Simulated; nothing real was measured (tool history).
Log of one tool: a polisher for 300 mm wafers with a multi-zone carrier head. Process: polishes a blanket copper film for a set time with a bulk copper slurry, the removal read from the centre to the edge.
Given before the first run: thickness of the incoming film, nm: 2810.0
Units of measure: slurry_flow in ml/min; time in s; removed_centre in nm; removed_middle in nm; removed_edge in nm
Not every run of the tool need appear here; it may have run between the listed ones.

run 1 day=0 | slurry_flow=250 centre_zone=1 middle_zone=1 edge_zone=1 slurry_solids=1 time=75 | removed_centre=652.2 removed_middle=671.69 removed_edge=641.39
run 2 day=0.346 | slurry_flow=250 centre_zone=0.95 middle_zone=1 edge_zone=1 slurry_solids=1 time=75 | removed_centre=620.74 removed_middle=651.23 removed_edge=651.63
run 3 day=0.512 | slurry_flow=260 centre_zone=0.98 middle_zone=0.98 edge_zone=1.02 slurry_solids=1.05 time=75 | removed_centre=654.63 removed_middle=659.03 removed_edge=666.86
run 4 day=0.571 | slurry_flow=270 centre_zone=1.01 middle_zone=0.97 edge_zone=1.04 slurry_solids=1.1 time=75 | removed_centre=689.56 removed_middle=672.82 removed_edge=662.12
run 5 day=0.621 | slurry_flow=270 centre_zone=1.01 middle_zone=0.97 edge_zone=1.04 slurry_solids=1.1 time=66 | removed_centre=595.57 removed_middle=588.32 removed_edge=599.02
run 6 day=0.804 | slurry_flow=270 centre_zone=1.01 middle_zone=0.97 edge_zone=0.95 slurry_solids=1.1 time=66 | removed_centre=604.12 removed_middle=596.79 removed_edge=583.43

Forecast run 7:
run 7 day=1.142 | slurry_flow=275 centre_zone=1.02 middle_zone=0.95 edge_zone=0.97 slurry_solids=1.15 time=68 | removed_centre=? removed_middle=? removed_edge=?

removed_centre: 630.44 nm
removed_middle: 602.34 nm
removed_edge: 603.22 nm
